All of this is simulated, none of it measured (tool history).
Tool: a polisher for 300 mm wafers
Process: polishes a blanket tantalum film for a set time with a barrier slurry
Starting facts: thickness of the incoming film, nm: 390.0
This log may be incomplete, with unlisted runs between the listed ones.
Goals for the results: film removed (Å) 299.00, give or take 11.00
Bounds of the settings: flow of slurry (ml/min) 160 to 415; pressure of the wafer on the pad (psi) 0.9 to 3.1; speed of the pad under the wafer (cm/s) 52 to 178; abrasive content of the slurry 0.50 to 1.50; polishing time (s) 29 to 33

run	hour	flow of slurry (ml/min)	pressure of the wafer on the pad (psi)	speed of the pad under the wafer (cm/s)	abrasive content of the slurry	polishing time (s)	film removed (Å)
1	0.0	265	2.0	114	1.00	33	767.01
2	7.7	265	1.6	100	1.00	33	567.80
3	9.1	265	1.4	88	1.00	33	442.62
4	13.3	300	1.4	88	1.00	33	447.05
5	22.0	250	1.4	88	1.00	33	435.46
6	28.3	250	1.4	88	0.90	33	437.45
7	36.4	250	1.2	84	0.90	33	356.11
8	38.1	245	1.1	84	0.90	33	325.32
9	44.7	240	1.1	84	0.90	33	327.46
10	50.6	230	1.1	84	0.90	33	325.85
11	58.4	220	1.1	84	0.90	33	324.60
12	66.9	215	1.1	84	0.90	33	320.37
13	67.6	205	1.1	84	0.90	33	321.03
14	74.1	205	0.9	84	0.90	33	263.67

Which one of the following 5 next-run settings gets every result inside its allowed miss? There is exactly one.
A	80.6	275	1.1	56	1.00	32	?
B	80.6	170	1.3	60	0.95	32	?
C	80.6	260	1.0	78	0.80	33	?
D	80.6	195	1.0	86	0.90	31	?
E	80.6	195	1.2	84	0.90	29	?

move	film removed (Å)
A	246.84
B	280.52
C	275.67
D	276.07
E	301.58
A: moves away from the targets compared with the last run
B: closer than the last run, but not yet in spec
C: closer than the last run, but not yet in spec
D: closer than the last run, but not yet in spec
E: every result within its allowed miss
The right move is E.
